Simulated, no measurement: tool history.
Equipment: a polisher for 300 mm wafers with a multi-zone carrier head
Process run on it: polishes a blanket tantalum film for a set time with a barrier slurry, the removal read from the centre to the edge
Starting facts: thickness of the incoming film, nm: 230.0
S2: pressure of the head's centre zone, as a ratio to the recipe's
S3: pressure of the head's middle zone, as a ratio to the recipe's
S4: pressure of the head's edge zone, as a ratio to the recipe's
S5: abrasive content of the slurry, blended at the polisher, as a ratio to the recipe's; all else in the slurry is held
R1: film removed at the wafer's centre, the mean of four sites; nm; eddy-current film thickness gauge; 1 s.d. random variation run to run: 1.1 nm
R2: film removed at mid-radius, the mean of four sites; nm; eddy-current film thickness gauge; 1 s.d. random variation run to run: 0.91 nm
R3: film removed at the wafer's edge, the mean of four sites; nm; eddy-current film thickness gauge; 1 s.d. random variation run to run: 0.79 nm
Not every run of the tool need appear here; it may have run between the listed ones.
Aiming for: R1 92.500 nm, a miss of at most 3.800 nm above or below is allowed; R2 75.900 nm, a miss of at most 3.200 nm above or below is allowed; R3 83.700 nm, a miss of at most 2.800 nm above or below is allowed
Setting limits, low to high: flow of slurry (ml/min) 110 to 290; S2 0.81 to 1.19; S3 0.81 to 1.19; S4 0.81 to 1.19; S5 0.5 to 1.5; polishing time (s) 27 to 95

{"run": 1, "hour": 0.0, "flow of slurry (ml/min)": 185, "S2": 1.0, "S3": 1.0, "S4": 1.0, "S5": 1.0, "polishing time (s)": 61, "R1": 72.709, "R2": 68.574, "R3": 71.294}
{"run": 2, "hour": 2.7, "flow of slurry (ml/min)": 185, "S2": 1.0, "S3": 0.93, "S4": 1.0, "S5": 1.0, "polishing time (s)": 61, "R1": 70.334, "R2": 65.198, "R3": 71.374}
{"run": 3, "hour": 5.6, "flow of slurry (ml/min)": 190, "S2": 1.01, "S3": 0.94, "S4": 1.01, "S5": 1.0, "polishing time (s)": 61, "R1": 72.244, "R2": 66.465, "R3": 72.815}
{"run": 4, "hour": 13.7, "flow of slurry (ml/min)": 190, "S2": 1.01, "S3": 0.94, "S4": 1.01, "S5": 1.0, "polishing time (s)": 75, "R1": 88.528, "R2": 82.839, "R3": 88.612}
{"run": 5, "hour": 19.6, "flow of slurry (ml/min)": 150, "S2": 1.01, "S3": 0.94, "S4": 1.01, "S5": 1.0, "polishing time (s)": 75, "R1": 86.605, "R2": 79.306, "R3": 87.104}
{"run": 6, "hour": 23.8, "flow of slurry (ml/min)": 150, "S2": 1.01, "S3": 0.88, "S4": 1.01, "S5": 1.0, "polishing time (s)": 75, "R1": 87.067, "R2": 76.028, "R3": 88.436}
{"run": 7, "hour": 27.6, "flow of slurry (ml/min)": 150, "S2": 1.02, "S3": 0.88, "S4": 1.0, "S5": 1.0, "polishing time (s)": 75, "R1": 86.776, "R2": 76.046, "R3": 87.475}
{"run": 8, "hour": 32.5, "flow of slurry (ml/min)": 150, "S2": 1.03, "S3": 0.88, "S4": 0.99, "S5": 1.0, "polishing time (s)": 75, "R1": 87.891, "R2": 76.031, "R3": 87.768}

4 next moves are on the table. One of them brings every result within its allowed miss. Which?
{"run": "A", "hour": 37.4, "flow of slurry (ml/min)": 150, "S2": 1.01, "S3": 0.81, "S4": 1.06, "S5": 1.0, "polishing time (s)": 76, "R1": "?", "R2": "?", "R3": "?"}
{"run": "B", "hour": 37.4, "flow of slurry (ml/min)": 155, "S2": 0.92, "S3": 0.81, "S4": 1.05, "S5": 1.1, "polishing time (s)": 77, "R1": "?", "R2": "?", "R3": "?"}
{"run": "C", "hour": 37.4, "flow of slurry (ml/min)": 150, "S2": 0.98, "S3": 0.81, "S4": 1.05, "S5": 0.9, "polishing time (s)": 81, "R1": "?", "R2": "?", "R3": "?"}
{"run": "D", "hour": 37.4, "flow of slurry (ml/min)": 180, "S2": 1.09, "S3": 0.9, "S4": 0.96, "S5": 0.9, "polishing time (s)": 76, "R1": "?", "R2": "?", "R3": "?"}

move=A R1=86.281 R2=73.150 R3=90.209
move=B R1=82.554 R2=76.900 R3=94.257
move=C R1=85.593 R2=74.818 R3=91.817
move=D R1=91.282 R2=76.699 R3=83.506
A: moves away from the targets compared with the last run
B: moves away from the targets compared with the last run
C: moves away from the targets compared with the last run
D: in spec on every target
So the answer is move D, the one that meets all the targets.
